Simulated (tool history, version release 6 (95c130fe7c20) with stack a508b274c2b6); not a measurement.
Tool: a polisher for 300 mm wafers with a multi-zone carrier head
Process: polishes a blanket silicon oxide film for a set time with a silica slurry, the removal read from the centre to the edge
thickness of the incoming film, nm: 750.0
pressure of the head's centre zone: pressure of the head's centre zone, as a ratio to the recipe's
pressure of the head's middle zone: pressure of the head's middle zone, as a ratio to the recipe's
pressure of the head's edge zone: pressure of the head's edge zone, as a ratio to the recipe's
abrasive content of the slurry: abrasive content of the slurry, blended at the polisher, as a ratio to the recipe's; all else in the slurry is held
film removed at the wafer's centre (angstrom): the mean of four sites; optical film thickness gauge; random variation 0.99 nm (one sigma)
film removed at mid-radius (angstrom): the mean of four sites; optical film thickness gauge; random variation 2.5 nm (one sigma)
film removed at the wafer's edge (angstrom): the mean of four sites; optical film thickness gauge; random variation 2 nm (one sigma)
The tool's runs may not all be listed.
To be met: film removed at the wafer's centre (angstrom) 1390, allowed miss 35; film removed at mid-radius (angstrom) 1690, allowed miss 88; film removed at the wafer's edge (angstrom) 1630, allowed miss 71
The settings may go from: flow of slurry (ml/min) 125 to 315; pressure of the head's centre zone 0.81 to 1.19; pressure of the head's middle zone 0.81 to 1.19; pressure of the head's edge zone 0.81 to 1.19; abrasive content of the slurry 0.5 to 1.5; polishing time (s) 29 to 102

run  hour  flow of slurry (ml/min)  pressure of the head's centre zone  pressure of the head's middle zone  pressure of the head's edge zone  abrasive content of the slurry  polishing time (s)  film removed at the wafer's centre (angstrom)  film removed at mid-radius (angstrom)  film removed at the wafer's edge (angstrom)
  1     0                      205                                   1                                   1                                 1                               1                  65                                         2289.6                                 2420.7                                       2296.5
  2   5.2                      205                                   1                                   1                                 1                             1.1                  65                                         2356.9                                 2390.3                                       2442.2
  3    12                      205                                0.95                                   1                                 1                             1.1                  65                                         2248.9                                 2372.6                                       2402.7
  4  20.2                      205                                1.04                                   1                                 1                             1.1                  65                                         2447.9                                 2436.1                                       2370.9
  5  23.3                      200                                1.01                                0.99                              0.99                               1                  64                                         2246.4                                 2280.7                                       2280.4
  6  30.5                      220                                1.01                                0.99                              0.99                               1                  64                                         2310.7                                   2366                                       2275.2
  7  31.7                      220                                1.01                                0.99                              0.99                               1                  64                                         2290.1                                   2346                                       2286.5
  8  37.6                      215                                0.98                                0.98                              0.98                             0.9                  63                                         2119.7                                 2138.5                                       2142.1
  9  40.7                      205                                0.95                                   1                              0.98                            0.85                  62                                         1944.6                                   2177                                       2108.7
 10    47                      215                                0.85                                 0.9                              0.88                             0.6                  56                                         1399.1                                 1563.9                                       1608.8

5 next moves are on the table. One of them brings every result within its allowed miss. Which?
  A  53.3                      200                                0.83                                1.04                              0.87                             0.5                  63                                              ?                                      ?                                            ?
  B  53.3                      185                                0.91                                0.93                              0.92                             0.5                  58                                              ?                                      ?                                            ?
  C  53.3                      190                                0.85                                0.82                               0.9                             0.6                  56                                              ?                                      ?                                            ?
  D  53.3                      210                                0.81                                0.95                              0.84                             0.6                  58                                              ?                                      ?                                            ?
  E  53.3                      215                                 0.9                                 0.9                              0.94                            0.65                  52                                              ?                                      ?                                            ?

move  film removed at the wafer's centre (angstrom)  film removed at mid-radius (angstrom)  film removed at the wafer's edge (angstrom)
   A                                         1430.4                                 1818.3                                       1666.6
   B                                         1425.6                                 1505.6                                       1556.1
   C                                         1379.6                                 1407.7                                       1600.9
   D                                         1383.9                                 1670.5                                       1630.4
   E                                           1426                                 1478.7                                       1575.3
A: takes the result that was furthest off past its target
B: further off than the last run
C: further off than the last run
D: meets every target
E: further off than the last run
The right move is D.
